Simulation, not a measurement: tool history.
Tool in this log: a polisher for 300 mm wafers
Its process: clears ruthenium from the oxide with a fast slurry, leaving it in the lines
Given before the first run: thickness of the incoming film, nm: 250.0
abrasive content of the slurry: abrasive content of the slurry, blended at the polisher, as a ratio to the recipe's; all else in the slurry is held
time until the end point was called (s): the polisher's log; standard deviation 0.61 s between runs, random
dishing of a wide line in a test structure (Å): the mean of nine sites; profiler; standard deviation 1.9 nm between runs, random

run,hour,flow of slurry (ml/min),pressure of the wafer on the pad (kPa),speed of the pad under the wafer (m/s),abrasive content of the slurry,overpolish time after the end point (s),time until the end point was called (s),dishing of a wide line in a test structure (Å)
1,0.0,290,19.3,1.24,1.0,23,45.459,1002.80
2,6.2,290,19.3,0.98,1.0,23,55.244,869.93
3,7.4,290,20.0,0.98,1.0,25,54.260,929.94
4,14.9,290,20.0,0.98,1.0,20,53.661,796.91
5,19.7,290,20.7,1.00,1.0,22,52.158,895.28
6,22.1,290,21.4,1.00,1.0,24,49.866,958.12
7,30.1,290,22.1,1.00,1.0,26,48.557,1074.90
8,34.4,290,24.1,0.98,1.0,33,45.246,1242.40
9,35.8,290,24.1,0.98,1.0,34,44.952,1286.10
10,43.7,290,24.1,0.98,1.0,35,44.921,1300.50

Forecast run 11:
11,48.0,290,24.1,0.98,1.0,36,?,?

time until the end point was called (s): 45.428
dishing of a wide line in a test structure (Å): 1326.70

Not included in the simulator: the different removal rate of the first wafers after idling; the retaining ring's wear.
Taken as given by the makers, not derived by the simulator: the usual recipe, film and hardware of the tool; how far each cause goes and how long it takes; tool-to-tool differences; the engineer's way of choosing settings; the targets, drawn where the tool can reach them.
